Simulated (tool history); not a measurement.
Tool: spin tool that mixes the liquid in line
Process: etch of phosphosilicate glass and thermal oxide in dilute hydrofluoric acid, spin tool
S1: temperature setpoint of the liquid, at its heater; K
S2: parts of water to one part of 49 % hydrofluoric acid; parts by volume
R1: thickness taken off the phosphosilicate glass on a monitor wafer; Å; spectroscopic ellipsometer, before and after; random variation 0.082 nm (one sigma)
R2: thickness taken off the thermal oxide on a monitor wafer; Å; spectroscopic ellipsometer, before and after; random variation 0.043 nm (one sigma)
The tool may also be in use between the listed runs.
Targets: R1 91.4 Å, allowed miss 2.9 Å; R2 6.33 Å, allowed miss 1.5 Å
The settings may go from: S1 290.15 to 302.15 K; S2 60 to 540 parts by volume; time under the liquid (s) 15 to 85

run 1 hour=0 | S1=294.15 S2=300 time_under_the_liquid_(s)=45 | R1=65.561 R2=5.1555
run 2 hour=8.4 | S1=296.15 S2=295 time_under_the_liquid_(s)=45 | R1=74.036 R2=5.0421
run 3 hour=9.8 | S1=296.65 S2=285 time_under_the_liquid_(s)=45 | R1=78.626 R2=5.2028
run 4 hour=15.4 | S1=296.65 S2=285 time_under_the_liquid_(s)=55 | R1=94.537 R2=6.291
run 5 hour=20.2 | S1=296.65 S2=200 time_under_the_liquid_(s)=55 | R1=147.31 R2=9.8699
run 6 hour=24.2 | S1=295.65 S2=220 time_under_the_liquid_(s)=55 | R1=127.16 R2=8.979
run 7 hour=27.5 | S1=295.15 S2=235 time_under_the_liquid_(s)=55 | R1=116.22 R2=8.8893
run 8 hour=29.9 | S1=295.15 S2=235 time_under_the_liquid_(s)=55 | R1=115.53 R2=8.3166
run 9 hour=37.6 | S1=294.65 S2=245 time_under_the_liquid_(s)=55 | R1=107.67 R2=7.5957
run 10 hour=38.7 | S1=294.15 S2=250 time_under_the_liquid_(s)=55 | R1=102.6 R2=6.7749
run 11 hour=42.8 | S1=293.65 S2=250 time_under_the_liquid_(s)=55 | R1=101.03 R2=6.9852
-- hour=46.1 thermometer replaced
run 12 hour=46.1 | S1=293.15 S2=250 time_under_the_liquid_(s)=55 | R1=103.46 R2=6.9962
run 13 hour=53 | S1=292.65 S2=255 time_under_the_liquid_(s)=55 | R1=100.47 R2=7.2407
run 14 hour=60.8 | S1=292.65 S2=260 time_under_the_liquid_(s)=55 | R1=96.878 R2=6.1452

Which of these 4 next moves meets every target?
run A hour=68.6 | S1=295.65 S2=205 time_under_the_liquid_(s)=40 | R1=? R2=?
run B hour=68.6 | S1=293.15 S2=245 time_under_the_liquid_(s)=55 | R1=? R2=?
run C hour=68.6 | S1=291.15 S2=240 time_under_the_liquid_(s)=55 | R1=? R2=?
run D hour=68.6 | S1=296.15 S2=320 time_under_the_liquid_(s)=60 | R1=? R2=?

move=A R1=103.98 R2=7.6485
move=B R1=104.71 R2=7.7022
move=C R1=99.502 R2=7.319
move=D R1=90.874 R2=6.6844
A: further off than the last run
B: further off than the last run
C: further off than the last run
D: meets every target
Answer: D
